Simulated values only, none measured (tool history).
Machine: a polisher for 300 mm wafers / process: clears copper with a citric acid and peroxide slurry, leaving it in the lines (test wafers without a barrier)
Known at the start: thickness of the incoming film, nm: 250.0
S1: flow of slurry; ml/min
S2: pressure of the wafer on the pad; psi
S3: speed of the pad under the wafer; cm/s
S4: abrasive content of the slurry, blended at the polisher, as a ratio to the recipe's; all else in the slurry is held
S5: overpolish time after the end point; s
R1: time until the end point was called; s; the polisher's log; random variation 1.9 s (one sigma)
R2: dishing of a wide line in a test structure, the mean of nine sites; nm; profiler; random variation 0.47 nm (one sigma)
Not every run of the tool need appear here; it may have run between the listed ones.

run  hour   S1   S2   S3  S4  S5      R1      R2
  1     0  260  3.4  102   1  24  108.27  32.875
  2   2.5  260  2.8  102   1  24  131.38  28.778
  3   4.2  260  2.8  116   1  24  115.91  31.107
  4  11.1  260  3.6  116   1  24  91.919  38.204
  5  20.1  260    3  116   1  24  107.68  33.612
  6  26.6  260  3.4  116   1  24  94.787  36.059

Estimate the outcome of run 7 from the log above:
  7  30.2  260  3.1  116   1  28   ?   ?

Logged for run 7: R1 103.11 s, R2 38.776 nm.
